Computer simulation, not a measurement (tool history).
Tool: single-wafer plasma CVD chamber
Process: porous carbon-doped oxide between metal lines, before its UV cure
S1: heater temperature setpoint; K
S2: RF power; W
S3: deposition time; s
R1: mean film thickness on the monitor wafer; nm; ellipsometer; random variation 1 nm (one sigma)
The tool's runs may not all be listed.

{"run": 1, "day": 0.0, "S1": 593.15, "S2": 475, "S3": 61.3, "R1": 291.38}
{"run": 2, "day": 0.362, "S1": 599.15, "S2": 460, "S3": 61.3, "R1": 273.63}
{"run": 3, "day": 0.504, "S1": 599.15, "S2": 460, "S3": 63.2, "R1": 284.19}
{"run": 4, "day": 0.817, "S1": 599.15, "S2": 460, "S3": 63.2, "R1": 283.29}
{"run": 5, "day": 0.933, "S1": 599.15, "S2": 500, "S3": 63.2, "R1": 301.76}
{"run": 6, "day": 1.304, "S1": 599.15, "S2": 555, "S3": 63.2, "R1": 326.42}
{"run": 7, "day": 1.529, "S1": 604.15, "S2": 515, "S3": 63.0, "R1": 296.65}

Run 8 comes next. What will it give?
{"run": 8, "day": 1.85, "S1": 608.15, "S2": 490, "S3": 62.9, "R1": "?"}

Run 8 gave R1 282.69 nm.
